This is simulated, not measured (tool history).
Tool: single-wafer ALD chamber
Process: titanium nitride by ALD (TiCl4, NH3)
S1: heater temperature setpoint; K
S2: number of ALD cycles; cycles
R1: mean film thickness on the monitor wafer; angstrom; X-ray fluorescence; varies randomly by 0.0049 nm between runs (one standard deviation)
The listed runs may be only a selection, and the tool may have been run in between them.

run 1 hour=0.0 | S1=668.15 S2=59 NH3_pulse_time_(s)=1.75 | R1=11.901
run 2 hour=6.1 | S1=666.15 S2=59 NH3_pulse_time_(s)=1.63 | R1=11.828
run 3 hour=9.5 | S1=656.15 S2=59 NH3_pulse_time_(s)=1.63 | R1=11.815
run 4 hour=14.4 | S1=655.15 S2=59 NH3_pulse_time_(s)=1.52 | R1=11.565
run 5 hour=21.9 | S1=662.15 S2=59 NH3_pulse_time_(s)=1.52 | R1=11.698
run 6 hour=29.0 | S1=662.15 S2=59 NH3_pulse_time_(s)=1.46 | R1=11.772
run 7 hour=32.9 | S1=660.15 S2=59 NH3_pulse_time_(s)=1.38 | R1=11.671

Predict the results of run 8:
run 8 hour=38.1 | S1=650.15 S2=56 NH3_pulse_time_(s)=0.85 | R1=?

R1: 10.512 angstrom
